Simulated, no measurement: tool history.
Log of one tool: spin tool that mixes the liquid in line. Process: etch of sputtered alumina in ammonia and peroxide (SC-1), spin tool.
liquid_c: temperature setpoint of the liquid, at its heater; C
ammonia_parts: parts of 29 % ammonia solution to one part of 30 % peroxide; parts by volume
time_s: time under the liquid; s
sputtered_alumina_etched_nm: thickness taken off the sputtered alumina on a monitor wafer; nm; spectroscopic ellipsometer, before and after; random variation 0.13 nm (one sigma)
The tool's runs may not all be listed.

run 1 day=0.000 | liquid_c=48.0 ammonia_parts=0.7 time_s=310 | sputtered_alumina_etched_nm=14.883
run 2 day=0.254 | liquid_c=48.0 ammonia_parts=0.7 time_s=310 | sputtered_alumina_etched_nm=14.949
run 3 day=0.400 | liquid_c=48.0 ammonia_parts=0.9 time_s=310 | sputtered_alumina_etched_nm=15.224
run 4 day=0.608 | liquid_c=49.0 ammonia_parts=0.9 time_s=310 | sputtered_alumina_etched_nm=16.114
run 5 day=0.842 | liquid_c=49.5 ammonia_parts=0.9 time_s=310 | sputtered_alumina_etched_nm=16.367
run 6 day=1.012 | liquid_c=44.0 ammonia_parts=0.9 time_s=310 | sputtered_alumina_etched_nm=12.209

The next listed run, before its measurement:
run 7 day=1.192 | liquid_c=44.0 ammonia_parts=0.9 time_s=310 | sputtered_alumina_etched_nm=?

sputtered_alumina_etched_nm: 12.196 nm
